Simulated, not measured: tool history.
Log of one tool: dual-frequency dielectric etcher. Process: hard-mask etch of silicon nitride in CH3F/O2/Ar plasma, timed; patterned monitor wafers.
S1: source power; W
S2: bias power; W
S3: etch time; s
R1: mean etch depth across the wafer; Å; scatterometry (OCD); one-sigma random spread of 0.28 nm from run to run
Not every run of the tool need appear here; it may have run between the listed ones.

run 1 hour=0.0 | S1=460 S2=66 S3=109.0 | R1=682.68
run 2 hour=6.4 | S1=460 S2=73 S3=109.0 | R1=723.24
run 3 hour=14.6 | S1=500 S2=73 S3=109.0 | R1=728.40
run 4 hour=23.2 | S1=480 S2=70 S3=108.5 | R1=704.59
run 5 hour=30.7 | S1=480 S2=81 S3=108.5 | R1=766.09
run 6 hour=32.9 | S1=460 S2=77 S3=108.0 | R1=739.08
run 7 hour=35.7 | S1=450 S2=73 S3=107.5 | R1=708.98

Forecast run 8:
run 8 hour=40.1 | S1=450 S2=73 S3=107.5 | R1=?

For run 8 the tool returned R1 712.27 Å.
